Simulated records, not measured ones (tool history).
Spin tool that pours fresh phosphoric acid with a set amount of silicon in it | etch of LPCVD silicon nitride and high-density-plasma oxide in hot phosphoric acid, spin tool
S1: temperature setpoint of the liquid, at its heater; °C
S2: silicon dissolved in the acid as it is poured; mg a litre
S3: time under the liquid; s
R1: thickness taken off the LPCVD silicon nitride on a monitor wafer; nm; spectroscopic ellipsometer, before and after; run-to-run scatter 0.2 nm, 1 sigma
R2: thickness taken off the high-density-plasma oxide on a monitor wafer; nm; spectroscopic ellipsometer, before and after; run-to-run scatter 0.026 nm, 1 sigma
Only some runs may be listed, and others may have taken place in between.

run  hour     S1    S2   S3      R1       R2
  1   0.0  160.0  11.0  180  18.193  0.83825
  2   7.1  159.0  11.0  180  17.397  0.79856
  3   8.2  160.5  11.0  180  18.335  0.91115
  4  16.7  160.5  12.0  185  19.005  0.86862
  5  18.6  160.5  15.5  185  19.097  0.79911
  6  21.0  159.5  15.5  185  17.985  0.80444
  7  24.4  160.0  15.5  185  18.536  0.82135

Estimate the outcome of run 8 from the log above:
  8  30.0  160.5  15.5  185   ?   ?

Run 8 gave R1 18.919 nm, R2 0.82060 nm.
